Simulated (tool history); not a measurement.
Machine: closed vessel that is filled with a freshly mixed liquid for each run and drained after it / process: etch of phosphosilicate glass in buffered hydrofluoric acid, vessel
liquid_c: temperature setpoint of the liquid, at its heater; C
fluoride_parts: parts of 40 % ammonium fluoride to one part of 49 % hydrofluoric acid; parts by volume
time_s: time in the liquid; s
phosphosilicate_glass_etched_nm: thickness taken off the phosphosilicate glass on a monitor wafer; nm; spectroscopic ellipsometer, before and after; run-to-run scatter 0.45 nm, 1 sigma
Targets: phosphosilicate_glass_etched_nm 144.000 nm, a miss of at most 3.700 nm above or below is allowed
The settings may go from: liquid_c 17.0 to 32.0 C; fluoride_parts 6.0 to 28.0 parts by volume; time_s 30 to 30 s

| run | hour | liquid_c | fluoride_parts | time_s | phosphosilicate_glass_etched_nm |
|---|---|---|---|---|---|
| 1 | 0.0 | 24.0 | 17.0 | 30 | 71.432 |
| 2 | 1.1 | 26.0 | 15.5 | 30 | 87.909 |
| 3 | 1.6 | 24.5 | 15.5 | 30 | 80.459 |
| 4 | 9.7 | 26.5 | 15.0 | 30 | 92.595 |
| 5 | 17.5 | 26.5 | 15.0 | 30 | 92.841 |
| 6 | 26.0 | 26.5 | 15.0 | 30 | 93.023 |
| 7 | 29.3 | 28.0 | 14.5 | 30 | 103.820 |
| 8 | 30.1 | 32.0 | 12.0 | 30 | 153.270 |

Pick the move, out of 5, that brings all results within their allowed miss; only one does.
| A | 30.9 | 32.0 | 11.5 | 30 | ? |
| B | 30.9 | 32.0 | 10.5 | 30 | ? |
| C | 30.9 | 30.0 | 10.5 | 30 | ? |
| D | 30.9 | 31.0 | 10.5 | 30 | ? |
| E | 30.9 | 28.0 | 10.5 | 30 | ? |

| move | phosphosilicate_glass_etched_nm |
|---|---|
| A | 160.510 |
| B | 175.390 |
| C | 158.020 |
| D | 166.500 |
| E | 142.180 |
A: its largest miss is bigger than the last run's
B: its largest miss is bigger than the last run's
C: its largest miss is bigger than the last run's
D: its largest miss is bigger than the last run's
E: in spec on every target
Answer: E

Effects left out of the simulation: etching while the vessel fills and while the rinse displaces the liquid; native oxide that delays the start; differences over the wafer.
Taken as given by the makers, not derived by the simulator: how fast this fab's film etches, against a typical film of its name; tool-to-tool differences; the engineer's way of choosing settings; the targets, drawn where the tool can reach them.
